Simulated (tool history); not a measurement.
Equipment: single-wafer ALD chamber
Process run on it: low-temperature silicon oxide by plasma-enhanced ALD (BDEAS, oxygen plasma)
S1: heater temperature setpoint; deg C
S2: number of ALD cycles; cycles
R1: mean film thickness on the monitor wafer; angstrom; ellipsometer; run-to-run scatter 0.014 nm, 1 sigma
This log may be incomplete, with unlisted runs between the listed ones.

| run | hour | S1 | S2 | R1 |
|---|---|---|---|---|
| 1 | 0 | 90 | 26 | 38.094 |
| 2 | 5.7 | 98 | 26 | 37.591 |
| 3 | 10.1 | 97 | 28 | 40.294 |
| 4 | 16.1 | 91 | 28 | 41.278 |
| 5 | 21.3 | 89 | 29 | 42.882 |
| 6 | 28 | 89 | 33 | 48.775 |

Predict the results of run 7:
| 7 | 30.8 | 88 | 33 | ? |

{"run 7": {"R1": 48.963}}

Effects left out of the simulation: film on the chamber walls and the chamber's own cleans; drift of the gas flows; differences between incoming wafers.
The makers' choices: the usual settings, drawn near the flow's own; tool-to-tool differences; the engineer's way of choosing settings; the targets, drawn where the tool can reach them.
